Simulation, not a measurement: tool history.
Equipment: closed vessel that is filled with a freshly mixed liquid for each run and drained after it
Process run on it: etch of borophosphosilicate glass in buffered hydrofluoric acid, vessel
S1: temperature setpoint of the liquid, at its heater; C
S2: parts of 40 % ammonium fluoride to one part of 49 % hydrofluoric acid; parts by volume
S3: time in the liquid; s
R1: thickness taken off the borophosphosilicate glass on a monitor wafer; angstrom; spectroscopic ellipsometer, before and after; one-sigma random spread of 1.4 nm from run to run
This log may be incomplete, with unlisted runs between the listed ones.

| run | hour | S1 | S2 | S3 | R1 |
|---|---|---|---|---|---|
| 1 | 0 | 23 | 9.5 | 105 | 1655 |
| 2 | 6.8 | 23 | 10.5 | 105 | 1493.6 |
| 3 | 10 | 25 | 10.5 | 105 | 1661.3 |
| 4 | 18.4 | 27 | 10.5 | 105 | 1848.9 |
| 5 | 19.4 | 27 | 10.5 | 110 | 1949 |
| 6 | 22.7 | 27 | 8 | 110 | 2460.1 |
| 7 | 31 | 27.5 | 8 | 110 | 2503.1 |

Expected results for the next run?
| 8 | 33.6 | 29.5 | 8 | 110 | ? |

Run 8 measured R1 2820.7 angstrom.

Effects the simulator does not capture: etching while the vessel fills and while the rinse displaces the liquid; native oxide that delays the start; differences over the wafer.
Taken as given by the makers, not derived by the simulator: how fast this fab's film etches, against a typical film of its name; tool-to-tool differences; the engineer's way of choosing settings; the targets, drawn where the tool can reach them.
